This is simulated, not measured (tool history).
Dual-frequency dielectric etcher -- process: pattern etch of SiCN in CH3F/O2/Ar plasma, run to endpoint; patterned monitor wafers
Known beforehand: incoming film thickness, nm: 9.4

| run | hour | source power (kW) | bias power (kW) | endpoint time (s) |
|---|---|---|---|---|
| 1 | 0 | 0.31 | 0.066 | 26.434 |
| 2 | 8.7 | 0.31 | 0.074 | 25.567 |
| 3 | 15 | 0.31 | 0.079 | 24.785 |
| 4 | 16.1 | 0.31 | 0.085 | 24.469 |
| 5 | 18.3 | 0.33 | 0.085 | 23.445 |
| 6 | 26.2 | 0.31 | 0.081 | 24.878 |
| 7 | 33.2 | 0.3 | 0.077 | 25.563 |
| 8 | 34.7 | 0.29 | 0.073 | 26.546 |
| 9 | 38.2 | 0.29 | 0.073 | 26.471 |

Predict the results of run 10:
| 10 | 43.6 | 0.23 | 0.06 | ? |

endpoint time (s): 31.826
